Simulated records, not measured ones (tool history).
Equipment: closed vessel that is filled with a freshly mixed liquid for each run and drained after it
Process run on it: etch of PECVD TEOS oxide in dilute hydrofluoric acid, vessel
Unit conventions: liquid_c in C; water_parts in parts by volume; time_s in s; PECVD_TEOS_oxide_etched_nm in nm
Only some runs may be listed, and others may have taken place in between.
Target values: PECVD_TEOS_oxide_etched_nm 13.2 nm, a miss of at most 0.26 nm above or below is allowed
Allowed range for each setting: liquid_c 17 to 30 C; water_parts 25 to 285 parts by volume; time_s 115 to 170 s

Run 1, hour 0: liquid_c 22 C, water_parts 155 parts by volume, time_s 170 s. Result: PECVD_TEOS_oxide_etched_nm 8.7284 nm.
Run 2, hour 7.7: liquid_c 23 C, water_parts 155 parts by volume, time_s 170 s. Result: PECVD_TEOS_oxide_etched_nm 9.1796 nm.
Run 3, hour 16.6: liquid_c 23 C, water_parts 155 parts by volume, time_s 115 s. Result: PECVD_TEOS_oxide_etched_nm 6.1316 nm.
Run 4, hour 17.6: liquid_c 22.5 C, water_parts 145 parts by volume, time_s 115 s. Result: PECVD_TEOS_oxide_etched_nm 6.5193 nm.
Run 5, hour 19: liquid_c 23.5 C, water_parts 130 parts by volume, time_s 115 s. Result: PECVD_TEOS_oxide_etched_nm 7.6029 nm.
Run 6, hour 28: liquid_c 23.5 C, water_parts 155 parts by volume, time_s 115 s. Result: PECVD_TEOS_oxide_etched_nm 6.2786 nm.
Run 7, hour 36.7: liquid_c 23 C, water_parts 145 parts by volume, time_s 115 s. Result: PECVD_TEOS_oxide_etched_nm 6.6552 nm.
Run 8, hour 44.6: liquid_c 23.5 C, water_parts 130 parts by volume, time_s 115 s. Result: PECVD_TEOS_oxide_etched_nm 7.7014 nm.
Run 9, hour 47.4: liquid_c 24 C, water_parts 120 parts by volume, time_s 115 s. Result: PECVD_TEOS_oxide_etched_nm 8.634 nm.
Run 10, hour 55.1: liquid_c 24.5 C, water_parts 115 parts by volume, time_s 115 s. Result: PECVD_TEOS_oxide_etched_nm 9.0995 nm.
Run 11, hour 58.6: liquid_c 25 C, water_parts 110 parts by volume, time_s 115 s. Result: PECVD_TEOS_oxide_etched_nm 9.8189 nm.
Run 12, hour 64.7: liquid_c 29 C, water_parts 100 parts by volume, time_s 115 s. Result: PECVD_TEOS_oxide_etched_nm 12.743 nm.
Run 13, hour 66.2: liquid_c 29 C, water_parts 100 parts by volume, time_s 115 s. Result: PECVD_TEOS_oxide_etched_nm 12.766 nm.

Which one of the following 4 next-run settings gets every result inside its allowed miss? There is exactly one.
Run A, hour 67.7: liquid_c 25.5 C, water_parts 125 parts by volume, time_s 165 s. Result: PECVD_TEOS_oxide_etched_nm ?.
Run B, hour 67.7: liquid_c 28.5 C, water_parts 95 parts by volume, time_s 115 s. Result: PECVD_TEOS_oxide_etched_nm ?.
Run C, hour 67.7: liquid_c 28.5 C, water_parts 100 parts by volume, time_s 115 s. Result: PECVD_TEOS_oxide_etched_nm ?.
Run D, hour 67.7: liquid_c 26.5 C, water_parts 135 parts by volume, time_s 170 s. Result: PECVD_TEOS_oxide_etched_nm ?.

move  PECVD_TEOS_oxide_etched_nm
   A                      12.422
   B                      13.284
   C                      12.534
   D                      12.159
A: the biggest miss grows against the last run
B: meets every target
C: the biggest miss grows against the last run
D: the biggest miss grows against the last run
B meets every target.

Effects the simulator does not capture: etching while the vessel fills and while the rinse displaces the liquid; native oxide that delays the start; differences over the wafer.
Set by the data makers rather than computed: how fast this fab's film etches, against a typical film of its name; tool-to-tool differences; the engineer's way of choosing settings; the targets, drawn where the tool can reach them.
